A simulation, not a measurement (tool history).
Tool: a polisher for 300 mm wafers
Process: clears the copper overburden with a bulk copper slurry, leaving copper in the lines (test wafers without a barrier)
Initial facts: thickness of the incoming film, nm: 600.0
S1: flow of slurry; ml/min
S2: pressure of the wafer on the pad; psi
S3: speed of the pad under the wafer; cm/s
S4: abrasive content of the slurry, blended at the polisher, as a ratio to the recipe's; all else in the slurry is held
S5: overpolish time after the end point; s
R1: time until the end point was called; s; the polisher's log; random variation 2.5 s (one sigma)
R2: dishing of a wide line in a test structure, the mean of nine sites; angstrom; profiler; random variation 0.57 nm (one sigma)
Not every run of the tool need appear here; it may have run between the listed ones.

| run | hour | S1 | S2 | S3 | S4 | S5 | R1 | R2 |
|---|---|---|---|---|---|---|---|---|
| 1 | 0 | 205 | 2.9 | 86 | 1 | 14 | 80.711 | 573.71 |
| 2 | 8.4 | 185 | 2.9 | 86 | 1 | 14 | 80.046 | 593.5 |
| 3 | 12.9 | 185 | 2.3 | 86 | 1 | 14 | 100.64 | 495.37 |
| 4 | 15.5 | 185 | 2 | 80 | 1 | 14 | 120.88 | 451.85 |
| 5 | 20.9 | 185 | 2 | 80 | 1.1 | 14 | 118.76 | 442.98 |
| 6 | 30 | 185 | 1.8 | 74 | 1.1 | 14 | 140.81 | 386.36 |

Run 7, settings as shown, results not yet in. Your forecast:
| 7 | 36.8 | 185 | 1.6 | 72 | 1.1 | 14 | ? | ? |

{"run 7": {"R1": 155.31, "R2": 355.74}}

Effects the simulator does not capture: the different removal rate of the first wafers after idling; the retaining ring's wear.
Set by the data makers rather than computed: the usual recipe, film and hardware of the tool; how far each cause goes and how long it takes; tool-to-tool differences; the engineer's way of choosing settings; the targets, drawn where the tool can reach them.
